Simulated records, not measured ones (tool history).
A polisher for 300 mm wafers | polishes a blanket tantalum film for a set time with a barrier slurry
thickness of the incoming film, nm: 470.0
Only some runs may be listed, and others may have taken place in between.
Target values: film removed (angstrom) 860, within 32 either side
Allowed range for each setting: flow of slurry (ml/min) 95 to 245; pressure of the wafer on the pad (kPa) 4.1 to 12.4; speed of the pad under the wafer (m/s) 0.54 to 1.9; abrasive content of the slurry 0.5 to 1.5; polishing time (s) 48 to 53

| run | day | flow of slurry (ml/min) | pressure of the wafer on the pad (kPa) | speed of the pad under the wafer (m/s) | abrasive content of the slurry | polishing time (s) | film removed (angstrom) |
|---|---|---|---|---|---|---|---|
| 1 | 0 | 155 | 8.3 | 1.22 | 1 | 53 | 571.47 |
| 2 | 0.308 | 155 | 8.3 | 1.42 | 1 | 53 | 648.91 |
| 3 | 0.6 | 180 | 8.3 | 1.42 | 1 | 53 | 676.44 |
| 4 | 0.946 | 180 | 8.3 | 1.42 | 1 | 53 | 679.53 |
| 5 | 0.971 | 180 | 8.3 | 1.18 | 1 | 53 | 579.76 |
| 6 | 1.108 | 185 | 9 | 1.18 | 1 | 53 | 648.08 |
| 7 | 1.325 | 190 | 9 | 1.18 | 1 | 53 | 641.32 |
| 8 | 1.696 | 190 | 11 | 1.2 | 1 | 53 | 799.28 |
| 9 | 1.833 | 195 | 11 | 1.2 | 1 | 53 | 792.08 |

Next run, 5 choices. One meets every target within its allowed miss, the rest don't. Which?
| A | 1.971 | 195 | 12.4 | 0.92 | 1.05 | 51 | ? |
| B | 1.971 | 185 | 10.3 | 1.12 | 1.15 | 52 | ? |
| C | 1.971 | 175 | 9.7 | 1.8 | 1.1 | 48 | ? |
| D | 1.971 | 185 | 11 | 1.24 | 1 | 49 | ? |
| E | 1.971 | 200 | 11 | 1.08 | 1.05 | 49 | ? |

| move | film removed (angstrom) |
|---|---|
| A | 727.71 |
| B | 719.28 |
| C | 859.94 |
| D | 744.86 |
| E | 694.66 |
A: moves away from the targets compared with the last run
B: moves away from the targets compared with the last run
C: meets every target
D: moves away from the targets compared with the last run
E: moves away from the targets compared with the last run
The right move is C.
